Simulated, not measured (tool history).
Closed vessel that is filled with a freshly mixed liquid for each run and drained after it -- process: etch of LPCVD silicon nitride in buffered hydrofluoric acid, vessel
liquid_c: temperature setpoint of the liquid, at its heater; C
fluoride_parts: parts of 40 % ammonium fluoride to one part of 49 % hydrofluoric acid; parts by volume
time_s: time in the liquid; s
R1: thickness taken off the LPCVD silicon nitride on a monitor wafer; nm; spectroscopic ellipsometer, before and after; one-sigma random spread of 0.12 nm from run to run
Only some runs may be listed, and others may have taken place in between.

run 1 hour=0.0 | liquid_c=23.0 fluoride_parts=11.0 time_s=2540 | R1=37.276
run 2 hour=4.8 | liquid_c=23.0 fluoride_parts=11.0 time_s=2540 | R1=37.040
run 3 hour=11.9 | liquid_c=23.0 fluoride_parts=11.0 time_s=2540 | R1=37.678
run 4 hour=20.9 | liquid_c=20.0 fluoride_parts=11.0 time_s=2540 | R1=31.369
run 5 hour=26.0 | liquid_c=23.5 fluoride_parts=11.0 time_s=2540 | R1=38.198
run 6 hour=30.6 | liquid_c=22.5 fluoride_parts=11.5 time_s=2540 | R1=34.687
run 7 hour=39.1 | liquid_c=21.5 fluoride_parts=11.5 time_s=2540 | R1=33.042
run 8 hour=45.6 | liquid_c=21.0 fluoride_parts=12.0 time_s=2540 | R1=30.416
run 9 hour=47.3 | liquid_c=20.5 fluoride_parts=12.0 time_s=2540 | R1=30.165
run 10 hour=53.4 | liquid_c=20.0 fluoride_parts=12.0 time_s=2540 | R1=29.360
run 11 hour=58.4 | liquid_c=19.5 fluoride_parts=12.0 time_s=2540 | R1=28.272
run 12 hour=64.6 | liquid_c=19.0 fluoride_parts=12.0 time_s=2540 | R1=27.552
run 13 hour=73.4 | liquid_c=18.5 fluoride_parts=12.0 time_s=2540 | R1=26.771

Run 14 comes next. What will it give?
run 14 hour=79.4 | liquid_c=17.5 fluoride_parts=13.0 time_s=2540 | R1=?

R1: 23.333 nm
